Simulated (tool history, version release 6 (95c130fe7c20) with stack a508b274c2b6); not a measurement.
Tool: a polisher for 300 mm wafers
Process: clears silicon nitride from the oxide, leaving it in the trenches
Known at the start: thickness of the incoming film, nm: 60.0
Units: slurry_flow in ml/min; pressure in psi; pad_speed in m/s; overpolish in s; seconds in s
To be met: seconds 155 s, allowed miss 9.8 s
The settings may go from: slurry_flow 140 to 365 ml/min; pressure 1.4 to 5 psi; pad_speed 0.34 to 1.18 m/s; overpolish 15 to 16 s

| run | hour | slurry_flow | pressure | pad_speed | overpolish | seconds |
|---|---|---|---|---|---|---|
| 1 | 0 | 235 | 3.2 | 0.76 | 15 | 83.228 |
| 2 | 3.4 | 235 | 3.5 | 0.76 | 15 | 80.058 |
| 3 | 7.6 | 235 | 3.5 | 0.76 | 15 | 78.409 |
| 4 | 15.6 | 235 | 3.1 | 0.72 | 15 | 94.881 |
| 5 | 23.4 | 235 | 3.1 | 0.88 | 15 | 75.459 |
| 6 | 31.5 | 235 | 2.8 | 0.84 | 15 | 88.622 |
| 7 | 37.2 | 235 | 2.5 | 0.82 | 15 | 91.527 |
| 8 | 39.2 | 235 | 2.3 | 0.78 | 15 | 105.1 |
| 9 | 47 | 235 | 2.1 | 0.76 | 15 | 114.8 |
| 10 | 48.7 | 235 | 2 | 0.74 | 15 | 121.18 |
| 11 | 52.2 | 235 | 1.9 | 0.72 | 15 | 128.2 |
| 12 | 60.7 | 235 | 1.8 | 0.72 | 15 | 135.05 |
| 13 | 65.9 | 235 | 1.7 | 0.72 | 15 | 142.75 |

Which of these 4 next moves meets every target?
| A | 71.1 | 220 | 2.1 | 0.74 | 15 | ? |
| B | 71.1 | 280 | 1.7 | 0.76 | 15 | ? |
| C | 71.1 | 265 | 1.4 | 0.72 | 15 | ? |
| D | 71.1 | 235 | 1.6 | 0.78 | 15 | ? |

| move | seconds |
|---|---|
| A | 117.24 |
| B | 129.22 |
| C | 152.83 |
| D | 132.93 |
A: further off than the last run
B: further off than the last run
C: meets every target
D: further off than the last run
The right move is C.
